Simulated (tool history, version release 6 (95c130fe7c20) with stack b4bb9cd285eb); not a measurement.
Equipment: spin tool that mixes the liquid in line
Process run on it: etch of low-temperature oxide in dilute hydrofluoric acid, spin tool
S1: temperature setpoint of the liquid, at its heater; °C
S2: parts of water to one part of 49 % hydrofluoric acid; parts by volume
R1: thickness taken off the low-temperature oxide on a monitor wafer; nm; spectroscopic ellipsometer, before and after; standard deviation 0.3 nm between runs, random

run 1 hour=0 | S1=21 S2=105 time_under_the_liquid_(s)=90 | R1=23.576
run 2 hour=1 | S1=23 S2=105 time_under_the_liquid_(s)=90 | R1=25.451
run 3 hour=1.6 | S1=25.5 S2=105 time_under_the_liquid_(s)=90 | R1=28.285
run 4 hour=8.6 | S1=26 S2=95 time_under_the_liquid_(s)=90 | R1=31.872
run 5 hour=15.3 | S1=26.5 S2=85 time_under_the_liquid_(s)=90 | R1=36.945
run 6 hour=21.1 | S1=29 S2=85 time_under_the_liquid_(s)=90 | R1=40.893
run 7 hour=21.9 | S1=29 S2=85 time_under_the_liquid_(s)=90 | R1=40.583

The next listed run, before its measurement:
run 8 hour=27.1 | S1=29 S2=80 time_under_the_liquid_(s)=90 | R1=?

{"run 8": {"R1": 43.475}}

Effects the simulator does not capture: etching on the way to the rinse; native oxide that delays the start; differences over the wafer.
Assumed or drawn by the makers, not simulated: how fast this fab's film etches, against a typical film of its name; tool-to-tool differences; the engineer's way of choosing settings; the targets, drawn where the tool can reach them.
